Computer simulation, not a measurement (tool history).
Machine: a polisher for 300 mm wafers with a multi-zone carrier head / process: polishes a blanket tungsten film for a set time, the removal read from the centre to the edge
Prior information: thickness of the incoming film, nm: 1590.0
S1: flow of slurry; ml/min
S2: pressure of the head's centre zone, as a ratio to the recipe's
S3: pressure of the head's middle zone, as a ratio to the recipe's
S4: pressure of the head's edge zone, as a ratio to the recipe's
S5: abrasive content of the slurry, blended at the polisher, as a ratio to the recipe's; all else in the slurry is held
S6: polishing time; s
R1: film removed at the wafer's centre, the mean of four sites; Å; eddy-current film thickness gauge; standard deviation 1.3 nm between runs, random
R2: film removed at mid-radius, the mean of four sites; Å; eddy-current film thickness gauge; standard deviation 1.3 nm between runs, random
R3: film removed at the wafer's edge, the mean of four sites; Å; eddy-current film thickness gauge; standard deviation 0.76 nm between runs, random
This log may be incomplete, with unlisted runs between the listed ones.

Run 1, hour 0.0: S1 230 ml/min, S2 1.00, S3 1.00, S4 1.00, S5 1.00, S6 51 s. Result: R1 2211.00 Å, R2 2139.3 Å, R3 2203.0 Å.
Run 2, hour 1.1: S1 220 ml/min, S2 0.96, S3 1.01, S4 0.96, S5 0.85, S6 42 s. Result: R1 1716.20 Å, R2 1738.5 Å, R3 1731.9 Å.
Run 3, hour 2.1: S1 220 ml/min, S2 0.96, S3 1.01, S4 0.92, S5 0.85, S6 42 s. Result: R1 1715.30 Å, R2 1764.9 Å, R3 1707.0 Å.
Run 4, hour 9.7: S1 220 ml/min, S2 0.96, S3 1.01, S4 0.85, S5 0.85, S6 42 s. Result: R1 1674.10 Å, R2 1729.8 Å, R3 1645.4 Å.
Run 5, hour 15.5: S1 210 ml/min, S2 0.92, S3 1.00, S4 0.84, S5 0.75, S6 36 s. Result: R1 1352.80 Å, R2 1434.5 Å, R3 1378.3 Å.
Run 6, hour 16.1: S1 205 ml/min, S2 0.90, S3 1.00, S4 0.83, S5 0.70, S6 33 s. Result: R1 1196.00 Å, R2 1320.5 Å, R3 1242.6 Å.
Run 7, hour 21.9: S1 200 ml/min, S2 0.89, S3 0.99, S4 0.82, S5 0.65, S6 32 s. Result: R1 1165.80 Å, R2 1256.8 Å, R3 1193.4 Å.
Run 8, hour 28.7: S1 195 ml/min, S2 0.87, S3 0.99, S4 0.82, S5 0.60, S6 31 s. Result: R1 1086.50 Å, R2 1165.4 Å, R3 1144.0 Å.
Run 9, hour 36.7: S1 190 ml/min, S2 0.86, S3 1.01, S4 0.82, S5 0.55, S6 30 s. Result: R1 996.17 Å, R2 1169.8 Å, R3 1092.6 Å.
Run 10, hour 41.5: S1 185 ml/min, S2 0.86, S3 1.01, S4 0.82, S5 0.55, S6 30 s. Result: R1 1018.50 Å, R2 1141.2 Å, R3 1077.4 Å.

Forecast run 11:
Run 11, hour 47.7: S1 175 ml/min, S2 0.85, S3 1.01, S4 0.82, S5 0.55, S6 30 s. Result: R1 ?, R2 ?, R3 ?.

{"run 11": {"R1": 976.26, "R2": 1137.2, "R3": 1094.9}}
